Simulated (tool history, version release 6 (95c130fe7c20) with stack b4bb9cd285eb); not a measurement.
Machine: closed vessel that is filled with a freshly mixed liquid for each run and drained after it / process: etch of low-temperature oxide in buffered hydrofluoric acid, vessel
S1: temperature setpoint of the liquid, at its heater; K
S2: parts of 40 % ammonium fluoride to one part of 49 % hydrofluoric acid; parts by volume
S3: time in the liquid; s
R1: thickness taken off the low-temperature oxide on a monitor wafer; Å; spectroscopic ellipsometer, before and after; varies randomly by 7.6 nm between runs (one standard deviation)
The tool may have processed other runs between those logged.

| run | day | S1 | S2 | S3 | R1 |
|---|---|---|---|---|---|
| 1 | 0.000 | 295.15 | 11.5 | 105 | 5556.1 |
| 2 | 0.158 | 295.15 | 11.5 | 105 | 5560.3 |
| 3 | 0.200 | 292.15 | 11.5 | 105 | 4738.7 |
| 4 | 0.425 | 292.15 | 11.5 | 110 | 4968.5 |
| 5 | 0.646 | 293.65 | 11.0 | 110 | 5621.8 |
| 6 | 0.733 | 295.15 | 10.5 | 110 | 6349.7 |
| 7 | 0.938 | 296.15 | 10.0 | 110 | 7019.0 |
| 8 | 1.217 | 297.15 | 9.5 | 110 | 7695.3 |
| 9 | 1.362 | 298.15 | 9.5 | 110 | 8248.9 |
| 10 | 1.596 | 298.65 | 9.5 | 110 | 8281.9 |
| 11 | 1.983 | 299.15 | 9.0 | 110 | 8869.3 |
| 12 | 2.242 | 299.65 | 9.0 | 110 | 9170.9 |
| 13 | 2.396 | 300.15 | 9.0 | 110 | 9336.9 |
| 14 | 2.588 | 300.65 | 9.0 | 110 | 9528.8 |

Run 15 is up next; what results do you expect?
| 15 | 2.625 | 301.15 | 9.0 | 110 | ? |

R1: 9731.0 Å

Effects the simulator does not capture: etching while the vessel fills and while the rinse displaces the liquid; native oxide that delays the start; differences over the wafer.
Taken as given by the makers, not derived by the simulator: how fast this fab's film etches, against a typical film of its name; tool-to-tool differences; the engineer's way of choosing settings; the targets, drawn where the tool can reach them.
